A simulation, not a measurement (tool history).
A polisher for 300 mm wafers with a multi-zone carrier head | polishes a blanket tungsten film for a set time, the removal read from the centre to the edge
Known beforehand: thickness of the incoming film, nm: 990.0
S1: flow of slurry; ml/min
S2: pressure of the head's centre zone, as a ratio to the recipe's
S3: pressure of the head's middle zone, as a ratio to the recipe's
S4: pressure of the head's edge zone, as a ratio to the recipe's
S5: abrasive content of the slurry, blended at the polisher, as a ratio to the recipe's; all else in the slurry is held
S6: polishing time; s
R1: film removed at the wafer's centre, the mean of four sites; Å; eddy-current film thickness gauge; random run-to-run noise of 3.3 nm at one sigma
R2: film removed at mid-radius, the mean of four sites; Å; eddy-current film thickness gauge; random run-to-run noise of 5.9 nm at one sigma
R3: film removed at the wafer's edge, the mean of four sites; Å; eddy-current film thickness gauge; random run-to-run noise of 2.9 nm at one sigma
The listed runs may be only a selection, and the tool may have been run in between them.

Run 1, day 0: S1 195 ml/min, S2 1, S3 1, S4 1, S5 1, S6 43 s. Result: R1 2257.9 Å, R2 2356.5 Å, R3 2343.8 Å.
Run 2, day 0.142: S1 195 ml/min, S2 1, S3 0.94, S4 1, S5 1, S6 43 s. Result: R1 2236.8 Å, R2 2194 Å, R3 2349.8 Å.
Run 3, day 0.4: S1 195 ml/min, S2 1, S3 0.97, S4 1, S5 1, S6 43 s. Result: R1 2222.5 Å, R2 2274.5 Å, R3 2366 Å.
Run 4, day 0.542: S1 200 ml/min, S2 1.02, S3 1, S4 1.02, S5 1.05, S6 44 s. Result: R1 2404.9 Å, R2 2526 Å, R3 2469.3 Å.
Run 5, day 0.762: S1 200 ml/min, S2 1.02, S3 0.95, S4 1.02, S5 1.05, S6 44 s. Result: R1 2352.7 Å, R2 2317.4 Å, R3 2478.4 Å.
Run 6, day 0.796: S1 205 ml/min, S2 1.04, S3 0.97, S4 1.04, S5 1.1, S6 45 s. Result: R1 2564.5 Å, R2 2488.1 Å, R3 2621.2 Å.
Run 7, day 0.854: S1 210 ml/min, S2 1.05, S3 0.99, S4 1.06, S5 1.15, S6 46 s. Result: R1 2642.5 Å, R2 2646.3 Å, R3 2724.5 Å.
Run 8, day 0.962: S1 215 ml/min, S2 1.06, S3 1.01, S4 1.07, S5 1.2, S6 47 s. Result: R1 2787.1 Å, R2 2822.6 Å, R3 2856 Å.
Run 9, day 1.021: S1 220 ml/min, S2 1.07, S3 1.03, S4 1.08, S5 1.25, S6 47 s. Result: R1 2876.9 Å, R2 2887 Å, R3 2959.6 Å.
Run 10, day 1.179: S1 225 ml/min, S2 1.08, S3 1.05, S4 1.07, S5 1.3, S6 48 s. Result: R1 2988.4 Å, R2 2965.9 Å, R3 3006 Å.
Run 11, day 1.275: S1 225 ml/min, S2 1.09, S3 1.07, S4 1.08, S5 1.3, S6 49 s. Result: R1 3096.5 Å, R2 3161.5 Å, R3 3016.3 Å.
Run 12, day 1.567: S1 230 ml/min, S2 1.1, S3 1.08, S4 1.09, S5 1.35, S6 49 s. Result: R1 3181.2 Å, R2 3215.1 Å, R3 3148.5 Å.
Run 13, day 1.608: S1 230 ml/min, S2 1.1, S3 1.08, S4 1.09, S5 1.35, S6 49 s. Result: R1 3162.1 Å, R2 3123 Å, R3 3086.8 Å.
Run 14, day 1.796: S1 230 ml/min, S2 1.1, S3 1.09, S4 1.08, S5 1.35, S6 50 s. Result: R1 3197.7 Å, R2 3240.9 Å, R3 3186.9 Å.
Run 15, day 2.083: S1 235 ml/min, S2 1.11, S3 1.1, S4 1.09, S5 1.35, S6 51 s. Result: R1 3348.9 Å, R2 3453.1 Å, R3 3259 Å.
Run 16, day 2.283: S1 240 ml/min, S2 1.12, S3 1.11, S4 1.1, S5 1.35, S6 51 s. Result: R1 3375.4 Å, R2 3424.6 Å, R3 3306.4 Å.

What will run 17 give?
Run 17, day 2.312: S1 240 ml/min, S2 1.12, S3 1.12, S4 1.09, S5 1.35, S6 52 s. Result: R1 ?, R2 ?, R3 ?.

{"run 17": {"R1": 3457.6, "R2": 3564.2, "R3": 3333.1}}
